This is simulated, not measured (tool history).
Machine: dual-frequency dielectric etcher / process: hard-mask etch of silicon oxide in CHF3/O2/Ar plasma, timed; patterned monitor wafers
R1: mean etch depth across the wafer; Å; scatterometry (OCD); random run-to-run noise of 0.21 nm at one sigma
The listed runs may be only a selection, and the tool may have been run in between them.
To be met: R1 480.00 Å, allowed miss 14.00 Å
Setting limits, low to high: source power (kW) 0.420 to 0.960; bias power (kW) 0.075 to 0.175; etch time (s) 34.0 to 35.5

{"run": 1, "hour": 0.0, "source power (kW)": 0.69, "bias power (kW)": 0.125, "etch time (s)": 34.0, "R1": 578.53}
{"run": 2, "hour": 8.3, "source power (kW)": 0.69, "bias power (kW)": 0.103, "etch time (s)": 34.0, "R1": 541.35}
{"run": 3, "hour": 9.9, "source power (kW)": 0.69, "bias power (kW)": 0.103, "etch time (s)": 34.0, "R1": 538.04}
{"run": 4, "hour": 15.1, "source power (kW)": 0.69, "bias power (kW)": 0.103, "etch time (s)": 35.5, "R1": 562.16}
{"run": 5, "hour": 20.1, "source power (kW)": 0.67, "bias power (kW)": 0.101, "etch time (s)": 35.5, "R1": 550.48}
{"run": 6, "hour": 26.5, "source power (kW)": 0.56, "bias power (kW)": 0.101, "etch time (s)": 35.5, "R1": 511.28}
{"run": 7, "hour": 32.2, "source power (kW)": 0.55, "bias power (kW)": 0.101, "etch time (s)": 35.5, "R1": 500.37}
{"run": 8, "hour": 33.2, "source power (kW)": 0.54, "bias power (kW)": 0.101, "etch time (s)": 35.5, "R1": 497.25}

Below are 5 possible settings for the next run. Only one of them brings all results inside the allowed miss of their targets. Which is it?
{"run": "A", "hour": 34.2, "source power (kW)": 0.59, "bias power (kW)": 0.111, "etch time (s)": 34.0, "R1": "?"}
{"run": "B", "hour": 34.2, "source power (kW)": 0.55, "bias power (kW)": 0.093, "etch time (s)": 35.0, "R1": "?"}
{"run": "C", "hour": 34.2, "source power (kW)": 0.64, "bias power (kW)": 0.1, "etch time (s)": 35.0, "R1": "?"}
{"run": "D", "hour": 34.2, "source power (kW)": 0.63, "bias power (kW)": 0.101, "etch time (s)": 34.5, "R1": "?"}
{"run": "E", "hour": 34.2, "source power (kW)": 0.47, "bias power (kW)": 0.131, "etch time (s)": 35.5, "R1": "?"}

move=A R1=515.85
move=B R1=482.09
move=C R1=530.99
move=D R1=521.47
move=E R1=515.07
A: misses by more than the last run did
B: hits every target within its allowed miss
C: misses by more than the last run did
D: misses by more than the last run did
E: misses by more than the last run did
The right move is B.

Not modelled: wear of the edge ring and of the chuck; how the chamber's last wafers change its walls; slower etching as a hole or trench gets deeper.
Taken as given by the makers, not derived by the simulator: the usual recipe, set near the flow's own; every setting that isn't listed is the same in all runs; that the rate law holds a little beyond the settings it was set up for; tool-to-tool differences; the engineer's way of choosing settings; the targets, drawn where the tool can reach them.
